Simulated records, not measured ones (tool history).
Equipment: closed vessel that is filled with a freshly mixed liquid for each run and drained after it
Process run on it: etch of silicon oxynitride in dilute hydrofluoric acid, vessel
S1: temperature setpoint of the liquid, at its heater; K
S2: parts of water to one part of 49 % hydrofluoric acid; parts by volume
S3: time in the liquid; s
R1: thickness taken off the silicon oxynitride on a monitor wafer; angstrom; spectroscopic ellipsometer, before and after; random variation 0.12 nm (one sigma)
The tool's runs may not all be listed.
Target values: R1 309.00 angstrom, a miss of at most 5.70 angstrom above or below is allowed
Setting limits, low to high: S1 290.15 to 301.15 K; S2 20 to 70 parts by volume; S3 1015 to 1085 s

run	day	S1	S2	S3	R1
1	0.000	293.15	40	1015	472.93
2	0.233	293.15	30	1015	629.25
3	0.367	290.15	30	1015	539.03
4	0.638	290.15	30	1015	538.60
5	1.004	290.15	30	1015	536.61
6	1.321	291.65	30	1015	583.16
7	1.404	291.15	35	1015	484.42
8	1.783	290.65	40	1015	412.24
9	2.162	290.65	45	1015	365.39
10	2.417	290.15	50	1015	319.32
11	2.646	290.65	50	1015	328.00
12	2.700	290.15	50	1015	321.04
13	2.879	290.65	50	1015	331.26
14	3.079	290.15	50	1015	320.28
15	3.392	290.15	50	1015	321.40
16	3.471	290.65	50	1015	328.33
# day 3.600: hydrofluoric acid flow meter replaced
17	3.600	290.15	50	1015	357.49
18	3.850	290.15	55	1015	323.98
19	3.942	290.15	60	1015	295.86

Which one of the following 4 next-run settings gets every result inside its allowed miss? There is exactly one.
A	4.033	290.15	65	1085	?
B	4.033	291.15	65	1050	?
C	4.033	290.65	60	1040	?
D	4.033	290.15	60	1020	?

move	R1
A	291.18
B	296.50
C	311.18
D	297.50
A: moves away from the targets compared with the last run
B: roughly where the last run was
C: each result inside its tolerance
D: nearer the targets than the last run, but a result is still out of spec
So the answer is move C, the one that meets all the targets.
